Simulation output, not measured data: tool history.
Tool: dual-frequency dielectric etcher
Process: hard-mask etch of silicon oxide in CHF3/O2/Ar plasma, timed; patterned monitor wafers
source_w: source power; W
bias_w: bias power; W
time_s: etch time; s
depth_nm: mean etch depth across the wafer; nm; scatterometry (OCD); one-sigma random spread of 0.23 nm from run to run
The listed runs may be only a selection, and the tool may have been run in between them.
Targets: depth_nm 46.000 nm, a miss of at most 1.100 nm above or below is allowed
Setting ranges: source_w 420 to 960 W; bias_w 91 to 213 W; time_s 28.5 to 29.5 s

{"run": 1, "day": 0.0, "source_w": 690, "bias_w": 152, "time_s": 28.5, "depth_nm": 54.801}
{"run": 2, "day": 0.329, "source_w": 690, "bias_w": 152, "time_s": 28.5, "depth_nm": 54.061}
{"run": 3, "day": 0.612, "source_w": 610, "bias_w": 152, "time_s": 28.5, "depth_nm": 50.374}
{"run": 4, "day": 0.692, "source_w": 610, "bias_w": 131, "time_s": 28.5, "depth_nm": 48.894}
{"run": 5, "day": 0.958, "source_w": 610, "bias_w": 153, "time_s": 28.5, "depth_nm": 50.541}
{"run": 6, "day": 1.15, "source_w": 660, "bias_w": 153, "time_s": 28.5, "depth_nm": 53.02}
{"run": 7, "day": 1.5, "source_w": 620, "bias_w": 151, "time_s": 28.5, "depth_nm": 50.846}
{"run": 8, "day": 1.671, "source_w": 590, "bias_w": 150, "time_s": 28.5, "depth_nm": 49.154}
{"run": 9, "day": 1.992, "source_w": 500, "bias_w": 145, "time_s": 28.5, "depth_nm": 43.155}
{"run": 10, "day": 2.108, "source_w": 510, "bias_w": 145, "time_s": 28.5, "depth_nm": 43.812}
{"run": 11, "day": 2.371, "source_w": 580, "bias_w": 150, "time_s": 28.5, "depth_nm": 48.609}
{"run": 12, "day": 2.583, "source_w": 570, "bias_w": 150, "time_s": 28.5, "depth_nm": 47.787}

Which single option among these 4 for the next run brings every result within its allowed miss of target? Just one does.
{"run": "A", "day": 2.796, "source_w": 570, "bias_w": 178, "time_s": 28.5, "depth_nm": "?"}
{"run": "B", "day": 2.796, "source_w": 500, "bias_w": 148, "time_s": 28.5, "depth_nm": "?"}
{"run": "C", "day": 2.796, "source_w": 550, "bias_w": 139, "time_s": 28.5, "depth_nm": "?"}
{"run": "D", "day": 2.796, "source_w": 590, "bias_w": 147, "time_s": 28.5, "depth_nm": "?"}

move=A depth_nm=49.674
move=B depth_nm=43.160
move=C depth_nm=45.761
move=D depth_nm=48.682
A: moves away from the targets compared with the last run
B: takes the result that was furthest off past its target
C: all results in spec
D: moves away from the targets compared with the last run
Correct choice: C, which meets every target
